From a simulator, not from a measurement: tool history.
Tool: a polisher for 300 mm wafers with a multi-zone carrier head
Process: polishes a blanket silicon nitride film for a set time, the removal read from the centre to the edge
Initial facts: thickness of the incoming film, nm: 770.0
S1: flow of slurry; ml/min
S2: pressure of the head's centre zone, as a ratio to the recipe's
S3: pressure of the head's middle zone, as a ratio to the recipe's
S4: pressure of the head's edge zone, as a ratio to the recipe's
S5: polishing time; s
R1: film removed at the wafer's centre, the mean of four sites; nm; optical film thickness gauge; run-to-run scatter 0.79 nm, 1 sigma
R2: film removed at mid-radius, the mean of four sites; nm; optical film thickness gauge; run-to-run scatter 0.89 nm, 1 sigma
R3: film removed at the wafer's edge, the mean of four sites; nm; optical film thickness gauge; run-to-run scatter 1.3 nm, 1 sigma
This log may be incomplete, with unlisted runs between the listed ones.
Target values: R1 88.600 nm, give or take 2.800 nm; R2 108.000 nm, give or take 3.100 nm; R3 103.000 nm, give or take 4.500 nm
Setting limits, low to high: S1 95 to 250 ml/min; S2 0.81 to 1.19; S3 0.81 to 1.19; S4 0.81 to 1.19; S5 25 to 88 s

run 1 day=0.000 | S1=160 S2=1.00 S3=1.00 S4=1.00 S5=56 | R1=88.948 R2=88.269 R3=92.682
run 2 day=0.088 | S1=160 S2=1.04 S3=1.00 S4=1.00 S5=56 | R1=91.917 R2=88.877 R3=93.912
run 3 day=0.446 | S1=125 S2=1.04 S3=1.00 S4=1.00 S5=56 | R1=86.976 R2=84.854 R3=89.815
run 4 day=0.729 | S1=145 S2=1.00 S3=1.05 S4=1.04 S5=56 | R1=88.180 R2=91.212 R3=92.476
run 5 day=1.092 | S1=145 S2=1.00 S3=1.02 S4=1.04 S5=56 | R1=87.505 R2=89.607 R3=92.831
run 6 day=1.438 | S1=160 S2=0.96 S3=1.05 S4=1.09 S5=56 | R1=87.380 R2=92.863 R3=97.004
run 7 day=1.479 | S1=170 S2=0.93 S3=1.09 S4=1.11 S5=56 | R1=84.825 R2=96.314 R3=99.088
run 8 day=1.550 | S1=185 S2=0.93 S3=1.12 S4=1.11 S5=56 | R1=87.439 R2=101.210 R3=98.746
run 9 day=1.650 | S1=190 S2=0.92 S3=1.13 S4=1.12 S5=56 | R1=87.419 R2=100.330 R3=100.000
run 10 day=1.900 | S1=195 S2=0.91 S3=1.15 S4=1.12 S5=56 | R1=87.107 R2=101.270 R3=99.497

Exactly one of the 5 candidate moves below puts every result within its allowed miss. Which one?
run A day=2.150 | S1=185 S2=0.91 S3=1.06 S4=1.13 S5=57 | R1=? R2=? R3=?
run B day=2.150 | S1=155 S2=0.99 S3=1.12 S4=1.13 S5=52 | R1=? R2=? R3=?
run C day=2.150 | S1=180 S2=0.94 S3=1.04 S4=1.15 S5=56 | R1=? R2=? R3=?
run D day=2.150 | S1=190 S2=0.85 S3=1.01 S4=1.16 S5=58 | R1=? R2=? R3=?
run E day=2.150 | S1=175 S2=0.85 S3=1.11 S4=1.00 S5=61 | R1=? R2=? R3=?

move=A R1=88.282 R2=97.861 R3=98.887
move=B R1=82.445 R2=90.723 R3=88.149
move=C R1=88.208 R2=94.170 R3=97.743
move=D R1=86.218 R2=95.993 R3=102.370
move=E R1=89.408 R2=108.000 R3=98.858
A: the biggest miss grows against the last run
B: the biggest miss grows against the last run
C: the biggest miss grows against the last run
D: the biggest miss grows against the last run
E: every result within its allowed miss
Move E is the one to make.

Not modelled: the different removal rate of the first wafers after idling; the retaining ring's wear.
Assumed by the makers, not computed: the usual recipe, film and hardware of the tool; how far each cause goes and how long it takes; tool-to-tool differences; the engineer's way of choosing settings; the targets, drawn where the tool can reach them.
